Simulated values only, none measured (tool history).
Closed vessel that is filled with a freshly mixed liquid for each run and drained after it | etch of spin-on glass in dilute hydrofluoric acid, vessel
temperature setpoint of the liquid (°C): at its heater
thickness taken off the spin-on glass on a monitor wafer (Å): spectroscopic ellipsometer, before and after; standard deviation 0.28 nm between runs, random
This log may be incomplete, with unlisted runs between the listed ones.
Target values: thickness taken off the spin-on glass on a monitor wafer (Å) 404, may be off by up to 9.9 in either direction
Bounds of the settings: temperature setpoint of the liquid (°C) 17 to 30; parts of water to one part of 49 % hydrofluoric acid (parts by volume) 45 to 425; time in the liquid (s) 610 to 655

| run | hour | temperature setpoint of the liquid (°C) | parts of water to one part of 49 % hydrofluoric acid (parts by volume) | time in the liquid (s) | thickness taken off the spin-on glass on a monitor wafer (Å) |
|---|---|---|---|---|---|
| 1 | 0 | 22 | 235 | 610 | 831.18 |
| 2 | 8.3 | 20.5 | 265 | 610 | 677.81 |
| 3 | 15.3 | 24 | 265 | 610 | 767.28 |
| 4 | 17.2 | 22 | 285 | 610 | 655.07 |
| 5 | 19.7 | 22 | 320 | 610 | 559.8 |
| 6 | 25.1 | 19.5 | 320 | 610 | 514.34 |
| 7 | 30.1 | 19 | 330 | 610 | 482.91 |
| 8 | 32.1 | 18.5 | 335 | 610 | 467.06 |
| 9 | 40.3 | 18 | 340 | 610 | 446.59 |
| 10 | 43.3 | 17.5 | 345 | 610 | 426.95 |
| 11 | 48.5 | 17 | 350 | 610 | 422.53 |

Next run, 4 choices. One meets every target within its allowed miss, the rest don't. Which?
| A | 53.7 | 17 | 380 | 650 | ? |
| B | 53.7 | 17 | 350 | 620 | ? |
| C | 53.7 | 17 | 380 | 620 | ? |
| D | 53.7 | 17 | 360 | 655 | ? |

| move | thickness taken off the spin-on glass on a monitor wafer (Å) |
|---|---|
| A | 405.25 |
| B | 429.81 |
| C | 386.55 |
| D | 437.94 |
A: all results land within tolerance of their targets
B: its largest miss is bigger than the last run's
C: the result that was furthest off in the last run now lies on the other side of its target
D: its largest miss is bigger than the last run's
A is the move that brings every result within its allowed miss.
